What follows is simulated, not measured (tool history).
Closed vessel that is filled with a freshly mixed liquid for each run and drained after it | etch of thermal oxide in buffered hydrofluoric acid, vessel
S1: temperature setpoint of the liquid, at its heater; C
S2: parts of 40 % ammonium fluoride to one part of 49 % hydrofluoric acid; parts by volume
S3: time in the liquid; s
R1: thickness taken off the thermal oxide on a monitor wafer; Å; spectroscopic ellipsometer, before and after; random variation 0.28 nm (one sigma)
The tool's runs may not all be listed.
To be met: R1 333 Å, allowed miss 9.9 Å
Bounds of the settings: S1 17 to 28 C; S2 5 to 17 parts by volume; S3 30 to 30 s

run,hour,S1,S2,S3,R1
1,0,20,10.5,30,288.96
2,8.7,20.5,10.5,30,297.7
3,15.1,20.5,7.5,30,398.59
4,22.9,20.5,6,30,503.38
5,32.2,19.5,6.5,30,440.61
6,41.1,19,7,30,403.9
7,47,18.5,7,30,388.1
8,53.6,18,7,30,382.94
9,59.4,17.5,7,30,376.94

4 next moves are on the table. One of them brings every result within its allowed miss. Which?
A,65.2,17,7.5,30,?
B,65.2,18,8.5,30,?
C,65.2,17,8,30,?
D,65.2,20,10,30,?

move,R1
A,332.51
B,307.33
C,310.07
D,302.52
A: meets every target
B: takes the result that was furthest off past its target
C: takes the result that was furthest off past its target
D: takes the result that was furthest off past its target
The right move is A.
